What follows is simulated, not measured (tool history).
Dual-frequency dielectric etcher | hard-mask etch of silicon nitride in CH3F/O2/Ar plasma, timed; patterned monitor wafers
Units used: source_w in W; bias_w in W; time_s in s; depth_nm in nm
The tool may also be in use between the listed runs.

{"run": 1, "day": 0.0, "source_w": 450, "bias_w": 56, "time_s": 264.0, "depth_nm": 191.09}
{"run": 2, "day": 0.354, "source_w": 450, "bias_w": 48, "time_s": 264.0, "depth_nm": 177.73}
{"run": 3, "day": 0.5, "source_w": 420, "bias_w": 48, "time_s": 264.0, "depth_nm": 173.0}
{"run": 4, "day": 0.804, "source_w": 400, "bias_w": 48, "time_s": 264.0, "depth_nm": 167.59}
{"run": 5, "day": 0.962, "source_w": 400, "bias_w": 54, "time_s": 264.0, "depth_nm": 175.92}
{"run": 6, "day": 1.017, "source_w": 400, "bias_w": 54, "time_s": 276.5, "depth_nm": 184.01}
{"run": 7, "day": 1.379, "source_w": 370, "bias_w": 54, "time_s": 276.5, "depth_nm": 178.89}
{"run": 8, "day": 1.633, "source_w": 350, "bias_w": 54, "time_s": 276.5, "depth_nm": 172.58}
{"run": 9, "day": 2.004, "source_w": 330, "bias_w": 54, "time_s": 276.5, "depth_nm": 167.76}
{"run": 10, "day": 2.317, "source_w": 320, "bias_w": 54, "time_s": 276.5, "depth_nm": 164.83}
{"run": 11, "day": 2.629, "source_w": 270, "bias_w": 53, "time_s": 276.5, "depth_nm": 149.58}
{"run": 12, "day": 2.962, "source_w": 270, "bias_w": 53, "time_s": 276.5, "depth_nm": 149.98}

Forecast run 13:
{"run": 13, "day": 3.233, "source_w": 280, "bias_w": 53, "time_s": 276.5, "depth_nm": "?"}

Run 13 came out at depth_nm 152.69 nm.
